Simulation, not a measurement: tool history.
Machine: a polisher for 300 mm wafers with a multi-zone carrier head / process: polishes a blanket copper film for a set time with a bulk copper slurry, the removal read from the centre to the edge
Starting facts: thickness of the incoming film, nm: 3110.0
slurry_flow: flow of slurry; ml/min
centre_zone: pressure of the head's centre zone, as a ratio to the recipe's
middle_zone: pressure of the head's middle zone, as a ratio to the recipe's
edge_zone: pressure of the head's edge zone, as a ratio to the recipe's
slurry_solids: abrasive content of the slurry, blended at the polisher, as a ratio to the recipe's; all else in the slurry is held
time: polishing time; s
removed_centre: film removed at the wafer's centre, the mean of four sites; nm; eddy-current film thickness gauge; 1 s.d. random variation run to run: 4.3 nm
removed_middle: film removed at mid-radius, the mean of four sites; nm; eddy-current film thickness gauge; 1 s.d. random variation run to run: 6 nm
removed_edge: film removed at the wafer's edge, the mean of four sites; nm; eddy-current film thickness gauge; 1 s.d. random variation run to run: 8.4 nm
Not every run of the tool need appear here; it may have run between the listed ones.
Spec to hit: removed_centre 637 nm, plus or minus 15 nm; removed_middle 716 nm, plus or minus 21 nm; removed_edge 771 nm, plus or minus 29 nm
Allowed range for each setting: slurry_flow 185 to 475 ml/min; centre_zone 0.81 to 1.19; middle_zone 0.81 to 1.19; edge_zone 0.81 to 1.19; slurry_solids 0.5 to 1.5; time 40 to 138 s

run 1 hour=0 | slurry_flow=305 centre_zone=1 middle_zone=1 edge_zone=1 slurry_solids=1 time=88 | removed_centre=555.17 removed_middle=548.58 removed_edge=559.76
run 2 hour=2.6 | slurry_flow=305 centre_zone=0.99 middle_zone=1.01 edge_zone=1.03 slurry_solids=1.1 time=90 | removed_centre=568.46 removed_middle=568.18 removed_edge=580.9
run 3 hour=5.4 | slurry_flow=305 centre_zone=0.99 middle_zone=1.01 edge_zone=1.03 slurry_solids=1.25 time=90 | removed_centre=580.83 removed_middle=590.96 removed_edge=587
run 4 hour=11.6 | slurry_flow=305 centre_zone=0.97 middle_zone=1.01 edge_zone=1.05 slurry_solids=1.3 time=93 | removed_centre=587.55 removed_middle=612.23 removed_edge=616.55
run 5 hour=14.2 | slurry_flow=305 centre_zone=0.96 middle_zone=1.01 edge_zone=1.07 slurry_solids=1.35 time=95 | removed_centre=591.77 removed_middle=633.84 removed_edge=643.65
run 6 hour=21.5 | slurry_flow=310 centre_zone=0.96 middle_zone=1.01 edge_zone=1.09 slurry_solids=1.35 time=96 | removed_centre=603.29 removed_middle=639.1 removed_edge=663.56
run 7 hour=24.8 | slurry_flow=320 centre_zone=0.96 middle_zone=1.01 edge_zone=1.11 slurry_solids=1.35 time=97 | removed_centre=609.89 removed_middle=641.77 removed_edge=690.44
run 8 hour=27.9 | slurry_flow=330 centre_zone=0.96 middle_zone=1.02 edge_zone=1.12 slurry_solids=1.35 time=97 | removed_centre=615.22 removed_middle=643.25 removed_edge=674.65
run 9 hour=31 | slurry_flow=320 centre_zone=0.96 middle_zone=1.02 edge_zone=1.13 slurry_solids=1.35 time=98 | removed_centre=621.65 removed_middle=647.42 removed_edge=677.67
run 10 hour=38.2 | slurry_flow=330 centre_zone=0.95 middle_zone=1.02 edge_zone=1.13 slurry_solids=1.35 time=99 | removed_centre=618.51 removed_middle=668.69 removed_edge=699.36
run 11 hour=46.3 | slurry_flow=340 centre_zone=0.95 middle_zone=1.02 edge_zone=1.14 slurry_solids=1.35 time=99 | removed_centre=625.36 removed_middle=670.16 removed_edge=689.3
run 12 hour=51.4 | slurry_flow=330 centre_zone=0.95 middle_zone=1.02 edge_zone=1.14 slurry_solids=1.35 time=100 | removed_centre=625.79 removed_middle=678.58 removed_edge=704.81

Exercise: of the 4 proposed moves below, exactly one satisfies all targets within the stated allowed misses. Which move is it?
run A hour=56.5 | slurry_flow=310 centre_zone=0.92 middle_zone=0.96 edge_zone=1.18 slurry_solids=1.35 time=103 | removed_centre=? removed_middle=? removed_edge=?
run B hour=56.5 | slurry_flow=365 centre_zone=0.9 middle_zone=1.08 edge_zone=1.07 slurry_solids=1.3 time=102 | removed_centre=? removed_middle=? removed_edge=?
run C hour=56.5 | slurry_flow=290 centre_zone=0.85 middle_zone=0.87 edge_zone=1.19 slurry_solids=1.4 time=114 | removed_centre=? removed_middle=? removed_edge=?
run D hour=56.5 | slurry_flow=350 centre_zone=0.88 middle_zone=0.98 edge_zone=1.13 slurry_solids=1.45 time=107 | removed_centre=? removed_middle=? removed_edge=?

move=A removed_centre=618.5 removed_middle=658.3 removed_edge=731.77
move=B removed_centre=606.02 removed_middle=725.96 removed_edge=692.06
move=C removed_centre=630.46 removed_middle=671.72 removed_edge=814.95
move=D removed_centre=629.8 removed_middle=712.38 removed_edge=758.74
A: further off than the last run
B: further off than the last run
C: takes the biggest miss from the last run beyond its target
D: in spec on every target
D meets every target.
